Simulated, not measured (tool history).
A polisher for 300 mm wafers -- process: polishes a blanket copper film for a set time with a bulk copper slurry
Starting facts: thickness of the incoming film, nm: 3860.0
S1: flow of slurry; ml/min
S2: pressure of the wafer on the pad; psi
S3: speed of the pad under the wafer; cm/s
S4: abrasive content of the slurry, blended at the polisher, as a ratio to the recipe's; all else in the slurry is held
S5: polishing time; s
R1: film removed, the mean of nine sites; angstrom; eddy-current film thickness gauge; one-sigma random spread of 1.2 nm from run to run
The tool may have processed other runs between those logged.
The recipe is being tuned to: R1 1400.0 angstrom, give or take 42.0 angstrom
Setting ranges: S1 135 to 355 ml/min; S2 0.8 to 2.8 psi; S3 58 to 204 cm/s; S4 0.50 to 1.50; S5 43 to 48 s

run,hour,S1,S2,S3,S4,S5,R1
1,0.0,225,1.8,130,1.00,48,2815.2
2,6.9,225,1.8,130,1.15,48,2912.8
3,13.8,170,1.8,130,1.15,48,2769.8
4,19.3,170,1.8,130,0.95,48,2610.9
5,21.1,170,1.8,162,0.95,48,3306.8
6,23.7,170,1.8,162,0.80,48,3151.1
# hour 26.3: slurry blender recalibrated
7,26.3,165,1.5,154,0.80,48,2712.2
8,30.3,160,1.3,140,0.80,48,2141.5
9,34.8,155,0.8,122,0.80,48,1161.6
10,43.5,165,0.9,122,0.80,48,1333.3
11,48.7,170,0.9,122,0.80,48,1335.3
12,50.9,175,0.9,122,0.80,48,1345.3
13,55.9,180,0.9,122,0.80,48,1333.3
14,60.7,180,1.0,122,0.80,48,1485.6
15,63.2,175,1.0,122,0.80,48,1473.2
16,69.3,170,1.0,122,0.80,48,1473.9
17,70.1,165,1.0,122,0.80,48,1458.5
18,71.3,155,0.9,122,0.80,48,1289.4
19,72.0,165,0.9,122,0.80,48,1304.5
20,80.7,175,0.9,122,0.80,48,1338.0
21,82.8,180,0.9,122,0.80,48,1346.2

Exactly one of the 5 candidate moves below puts every result within its allowed miss. Which one?
A,84.9,175,1.0,136,0.55,48,?
B,84.9,185,0.9,114,0.85,48,?
C,84.9,160,1.2,84,1.20,47,?
D,84.9,225,1.3,86,0.85,47,?
E,84.9,285,0.8,152,0.60,43,?

move,R1
A,1491.2
B,1268.4
C,1284.5
D,1382.8
E,1313.3
A: the result that was furthest off in the last run now lies on the other side of its target
B: lands further from the targets than the last run did
C: lands further from the targets than the last run did
D: in spec on every target
E: lands further from the targets than the last run did
So the answer is move D, the one that meets all the targets.
